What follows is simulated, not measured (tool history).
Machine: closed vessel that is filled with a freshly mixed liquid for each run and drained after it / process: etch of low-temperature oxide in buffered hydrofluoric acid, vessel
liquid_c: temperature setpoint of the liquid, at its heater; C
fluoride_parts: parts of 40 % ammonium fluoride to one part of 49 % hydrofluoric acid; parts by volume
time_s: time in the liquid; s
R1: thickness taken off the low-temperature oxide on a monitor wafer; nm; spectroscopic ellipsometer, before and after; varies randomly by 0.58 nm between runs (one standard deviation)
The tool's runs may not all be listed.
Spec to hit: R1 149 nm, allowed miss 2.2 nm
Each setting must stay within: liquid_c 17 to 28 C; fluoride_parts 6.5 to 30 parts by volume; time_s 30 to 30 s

{"run": 1, "hour": 0.0, "liquid_c": 20, "fluoride_parts": 19.5, "time_s": 30, "R1": 53.887}
{"run": 2, "hour": 7.5, "liquid_c": 21.5, "fluoride_parts": 17, "time_s": 30, "R1": 66.336}
{"run": 3, "hour": 14.6, "liquid_c": 21.5, "fluoride_parts": 17, "time_s": 30, "R1": 65.815}
{"run": 4, "hour": 23.3, "liquid_c": 22.5, "fluoride_parts": 15, "time_s": 30, "R1": 79.303}
{"run": 5, "hour": 27.0, "liquid_c": 22.5, "fluoride_parts": 15, "time_s": 30, "R1": 78.989}
{"run": 6, "hour": 29.9, "liquid_c": 23.5, "fluoride_parts": 14, "time_s": 30, "R1": 89.18}
{"run": 7, "hour": 35.5, "liquid_c": 24.5, "fluoride_parts": 13.5, "time_s": 30, "R1": 97.217}
{"run": 8, "hour": 36.2, "liquid_c": 25, "fluoride_parts": 13, "time_s": 30, "R1": 104.13}
{"run": 9, "hour": 44.5, "liquid_c": 25, "fluoride_parts": 13, "time_s": 30, "R1": 104.14}
{"run": 10, "hour": 47.2, "liquid_c": 25.5, "fluoride_parts": 12.5, "time_s": 30, "R1": 111.44}
{"hour": 48.7, "done": "hydrofluoric acid flow meter replaced"}
{"run": 11, "hour": 48.7, "liquid_c": 25.5, "fluoride_parts": 12.5, "time_s": 30, "R1": 118.85}
{"run": 12, "hour": 54.2, "liquid_c": 26, "fluoride_parts": 12.5, "time_s": 30, "R1": 123.65}
{"run": 13, "hour": 63.0, "liquid_c": 28, "fluoride_parts": 10.5, "time_s": 30, "R1": 162.54}
{"run": 14, "hour": 63.9, "liquid_c": 27.5, "fluoride_parts": 10.5, "time_s": 30, "R1": 159.81}
{"run": 15, "hour": 69.1, "liquid_c": 27, "fluoride_parts": 10.5, "time_s": 30, "R1": 154.3}

Of the 5 settings listed for the next run, only one would bring every result within its allowed miss of target. Which one?
{"run": "A", "hour": 74.3, "liquid_c": 24.5, "fluoride_parts": 8.5, "time_s": 30, "R1": "?"}
{"run": "B", "hour": 74.3, "liquid_c": 25.5, "fluoride_parts": 10, "time_s": 30, "R1": "?"}
{"run": "C", "hour": 74.3, "liquid_c": 28, "fluoride_parts": 10.5, "time_s": 30, "R1": "?"}
{"run": "D", "hour": 74.3, "liquid_c": 26, "fluoride_parts": 10, "time_s": 30, "R1": "?"}
{"run": "E", "hour": 74.3, "liquid_c": 28, "fluoride_parts": 11, "time_s": 30, "R1": "?"}

move=A R1=160.35
move=B R1=148.89
move=C R1=162.33
move=D R1=152.95
move=E R1=155.14
A: the biggest miss grows against the last run
B: all results land within tolerance of their targets
C: the biggest miss grows against the last run
D: an improvement on the last run, though not all results are within tolerance
E: the biggest miss grows against the last run
B is the move that brings every result within its allowed miss.

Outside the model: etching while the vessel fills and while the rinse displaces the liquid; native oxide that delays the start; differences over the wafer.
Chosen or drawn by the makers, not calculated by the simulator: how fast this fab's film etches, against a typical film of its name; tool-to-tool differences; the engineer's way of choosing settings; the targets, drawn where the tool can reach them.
